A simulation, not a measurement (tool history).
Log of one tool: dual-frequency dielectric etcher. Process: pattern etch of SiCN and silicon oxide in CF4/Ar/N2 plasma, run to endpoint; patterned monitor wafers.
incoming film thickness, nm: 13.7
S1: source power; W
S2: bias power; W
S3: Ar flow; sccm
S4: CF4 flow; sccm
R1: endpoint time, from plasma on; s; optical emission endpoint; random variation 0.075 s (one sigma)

run,hour,S1,S2,S3,S4,R1
1,0.0,460,56,137,59,19.057
2,3.3,430,56,137,59,20.206
3,7.7,410,56,137,59,21.164
4,11.6,390,56,137,59,22.196
5,14.1,380,56,137,59,22.504
6,15.4,440,56,137,59,19.793
7,22.9,420,56,137,59,20.660
8,27.4,400,56,137,59,21.633

Forecast run 9:
9,30.0,390,56,137,59,?

Run 9 gave R1 22.019 s.
